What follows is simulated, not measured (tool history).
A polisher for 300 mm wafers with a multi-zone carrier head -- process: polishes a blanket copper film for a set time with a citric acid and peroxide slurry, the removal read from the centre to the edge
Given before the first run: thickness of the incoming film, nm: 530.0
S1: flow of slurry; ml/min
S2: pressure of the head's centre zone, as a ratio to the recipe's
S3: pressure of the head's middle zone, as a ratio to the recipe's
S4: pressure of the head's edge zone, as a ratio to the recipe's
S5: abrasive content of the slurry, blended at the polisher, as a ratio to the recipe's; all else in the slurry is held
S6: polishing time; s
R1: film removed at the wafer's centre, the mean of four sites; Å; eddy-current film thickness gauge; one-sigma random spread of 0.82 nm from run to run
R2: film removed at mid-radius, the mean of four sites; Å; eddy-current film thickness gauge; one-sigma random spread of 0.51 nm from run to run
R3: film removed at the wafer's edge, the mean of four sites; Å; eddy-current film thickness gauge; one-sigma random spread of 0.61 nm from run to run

run,hour,S1,S2,S3,S4,S5,S6,R1,R2,R3
1,0.0,190,1.00,1.00,1.00,1.00,37,894.30,897.31,872.61
2,3.9,185,0.97,0.99,0.97,0.85,35,802.33,823.90,798.61
3,9.9,185,0.97,0.99,0.97,0.95,35,790.62,836.57,806.74
4,13.6,180,0.96,0.98,0.94,0.85,33,749.42,771.69,746.89
5,17.1,180,0.94,0.98,0.92,0.75,31,666.38,711.69,679.32
6,24.2,175,0.93,0.97,0.90,0.70,31,637.46,683.65,665.60
7,32.2,175,0.93,0.97,0.90,0.70,31,656.20,694.43,669.45

Expected results for the next run?
8,34.4,170,0.92,0.97,0.88,0.65,31,?,?,?

{"run 8": {"R1": 631.86, "R2": 679.75, "R3": 657.99}}
